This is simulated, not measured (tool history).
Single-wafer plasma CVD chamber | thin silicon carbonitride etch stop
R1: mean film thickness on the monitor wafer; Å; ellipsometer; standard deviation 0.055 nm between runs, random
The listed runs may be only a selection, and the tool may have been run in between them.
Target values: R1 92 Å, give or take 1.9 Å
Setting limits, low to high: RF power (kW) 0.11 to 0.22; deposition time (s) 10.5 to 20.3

run 1 hour=0 | RF_power_(kW)=0.165 deposition_time_(s)=15.4 | R1=81.917
run 2 hour=8.3 | RF_power_(kW)=0.165 deposition_time_(s)=14.5 | R1=76.932
run 3 hour=12.2 | RF_power_(kW)=0.18 deposition_time_(s)=14.5 | R1=79.27
run 4 hour=16.6 | RF_power_(kW)=0.16 deposition_time_(s)=14.5 | R1=76.084
run 5 hour=24.7 | RF_power_(kW)=0.145 deposition_time_(s)=14.5 | R1=73.562
run 6 hour=25.5 | RF_power_(kW)=0.155 deposition_time_(s)=14.5 | R1=74.245
run 7 hour=32.8 | RF_power_(kW)=0.17 deposition_time_(s)=14.8 | R1=79.212
run 8 hour=38.4 | RF_power_(kW)=0.195 deposition_time_(s)=15.5 | R1=86.872
run 9 hour=47 | RF_power_(kW)=0.2 deposition_time_(s)=15.6 | R1=88.472

Which single option among these 5 for the next run brings every result within its allowed miss of target? Just one does.
run A hour=55.6 | RF_power_(kW)=0.195 deposition_time_(s)=15.3 | R1=?
run B hour=55.6 | RF_power_(kW)=0.205 deposition_time_(s)=15.4 | R1=?
run C hour=55.6 | RF_power_(kW)=0.205 deposition_time_(s)=14.9 | R1=?
run D hour=55.6 | RF_power_(kW)=0.2 deposition_time_(s)=16 | R1=?
run E hour=55.6 | RF_power_(kW)=0.21 deposition_time_(s)=14.9 | R1=?

move=A R1=86.765
move=B R1=88.951
move=C R1=86.063
move=D R1=91.585
move=E R1=86.821
A: misses by more than the last run did
B: nearer the targets than the last run, but a result is still out of spec
C: misses by more than the last run did
D: every result lands within tolerance
E: misses by more than the last run did
Go with D: it meets all targets.
